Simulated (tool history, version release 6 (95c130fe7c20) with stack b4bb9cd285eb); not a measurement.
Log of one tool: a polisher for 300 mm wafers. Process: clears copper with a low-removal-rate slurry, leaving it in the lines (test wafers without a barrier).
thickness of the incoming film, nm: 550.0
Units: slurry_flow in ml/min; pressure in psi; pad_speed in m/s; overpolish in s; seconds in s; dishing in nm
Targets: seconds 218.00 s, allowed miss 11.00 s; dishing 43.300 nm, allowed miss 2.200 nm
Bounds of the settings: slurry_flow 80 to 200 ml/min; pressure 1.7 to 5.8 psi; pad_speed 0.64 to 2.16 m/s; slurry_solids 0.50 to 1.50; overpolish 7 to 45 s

{"run": 1, "day": 0.0, "slurry_flow": 130, "pressure": 3.7, "pad_speed": 1.4, "slurry_solids": 1.0, "overpolish": 23, "seconds": 116.35, "dishing": 62.392}
{"run": 2, "day": 0.125, "slurry_flow": 130, "pressure": 3.7, "pad_speed": 1.4, "slurry_solids": 0.9, "overpolish": 23, "seconds": 118.32, "dishing": 63.283}
{"run": 3, "day": 0.438, "slurry_flow": 130, "pressure": 3.7, "pad_speed": 1.4, "slurry_solids": 0.9, "overpolish": 30, "seconds": 120.27, "dishing": 76.447}
{"run": 4, "day": 0.525, "slurry_flow": 130, "pressure": 3.7, "pad_speed": 1.4, "slurry_solids": 0.9, "overpolish": 34, "seconds": 121.44, "dishing": 83.759}
{"run": 5, "day": 0.825, "slurry_flow": 130, "pressure": 3.5, "pad_speed": 1.38, "slurry_solids": 0.9, "overpolish": 33, "seconds": 129.08, "dishing": 76.776}
{"run": 6, "day": 1.025, "slurry_flow": 110, "pressure": 3.5, "pad_speed": 1.38, "slurry_solids": 0.9, "overpolish": 33, "seconds": 132.24, "dishing": 75.268}
{"run": 7, "day": 1.054, "slurry_flow": 110, "pressure": 3.3, "pad_speed": 1.38, "slurry_solids": 0.9, "overpolish": 33, "seconds": 141.84, "dishing": 71.365}
{"run": 8, "day": 1.262, "slurry_flow": 110, "pressure": 3.1, "pad_speed": 1.38, "slurry_solids": 0.9, "overpolish": 33, "seconds": 147.93, "dishing": 68.409}
{"day": 1.529, "done": "head pressure recalibrated"}
{"run": 9, "day": 1.529, "slurry_flow": 110, "pressure": 2.9, "pad_speed": 1.38, "slurry_solids": 0.9, "overpolish": 33, "seconds": 152.49, "dishing": 66.466}
{"run": 10, "day": 1.746, "slurry_flow": 110, "pressure": 2.8, "pad_speed": 1.36, "slurry_solids": 0.9, "overpolish": 33, "seconds": 154.88, "dishing": 66.864}
{"run": 11, "day": 2.029, "slurry_flow": 110, "pressure": 2.7, "pad_speed": 1.34, "slurry_solids": 0.9, "overpolish": 32, "seconds": 165.86, "dishing": 62.669}
{"run": 12, "day": 2.338, "slurry_flow": 110, "pressure": 2.6, "pad_speed": 1.34, "slurry_solids": 0.9, "overpolish": 31, "seconds": 166.55, "dishing": 58.698}
{"run": 13, "day": 2.483, "slurry_flow": 110, "pressure": 2.6, "pad_speed": 1.34, "slurry_solids": 0.9, "overpolish": 31, "seconds": 166.01, "dishing": 58.878}
{"run": 14, "day": 2.533, "slurry_flow": 110, "pressure": 2.5, "pad_speed": 1.32, "slurry_solids": 0.9, "overpolish": 31, "seconds": 176.77, "dishing": 56.75}
{"run": 15, "day": 2.804, "slurry_flow": 110, "pressure": 2.4, "pad_speed": 1.32, "slurry_solids": 0.9, "overpolish": 31, "seconds": 185.2, "dishing": 54.639}
{"run": 16, "day": 3.088, "slurry_flow": 110, "pressure": 2.3, "pad_speed": 1.32, "slurry_solids": 0.9, "overpolish": 31, "seconds": 193.17, "dishing": 52.588}
{"run": 17, "day": 3.367, "slurry_flow": 110, "pressure": 2.1, "pad_speed": 1.32, "slurry_solids": 0.9, "overpolish": 29, "seconds": 208.59, "dishing": 47.036}
{"run": 18, "day": 3.446, "slurry_flow": 110, "pressure": 2.1, "pad_speed": 1.32, "slurry_solids": 0.9, "overpolish": 29, "seconds": 208.22, "dishing": 46.072}

5 next moves are on the table. One of them brings every result within its allowed miss. Which?
{"run": "A", "day": 3.525, "slurry_flow": 110, "pressure": 1.8, "pad_speed": 1.44, "slurry_solids": 1.0, "overpolish": 35, "seconds": "?", "dishing": "?"}
{"run": "B", "day": 3.525, "slurry_flow": 120, "pressure": 2.2, "pad_speed": 1.48, "slurry_solids": 0.65, "overpolish": 28, "seconds": "?", "dishing": "?"}
{"run": "C", "day": 3.525, "slurry_flow": 100, "pressure": 1.7, "pad_speed": 1.6, "slurry_solids": 0.95, "overpolish": 24, "seconds": "?", "dishing": "?"}
{"run": "D", "day": 3.525, "slurry_flow": 115, "pressure": 1.9, "pad_speed": 1.34, "slurry_solids": 1.05, "overpolish": 29, "seconds": "?", "dishing": "?"}
{"run": "E", "day": 3.525, "slurry_flow": 80, "pressure": 1.7, "pad_speed": 1.94, "slurry_solids": 0.9, "overpolish": 30, "seconds": "?", "dishing": "?"}

move=A seconds=213.11 dishing=50.320
move=B seconds=190.99 dishing=46.892
move=C seconds=210.10 dishing=37.390
move=D seconds=212.34 dishing=43.711
move=E seconds=186.39 dishing=49.237
A: further off than the last run
B: further off than the last run
C: takes the result that was furthest off past its target
D: meets every target
E: further off than the last run
Answer: D

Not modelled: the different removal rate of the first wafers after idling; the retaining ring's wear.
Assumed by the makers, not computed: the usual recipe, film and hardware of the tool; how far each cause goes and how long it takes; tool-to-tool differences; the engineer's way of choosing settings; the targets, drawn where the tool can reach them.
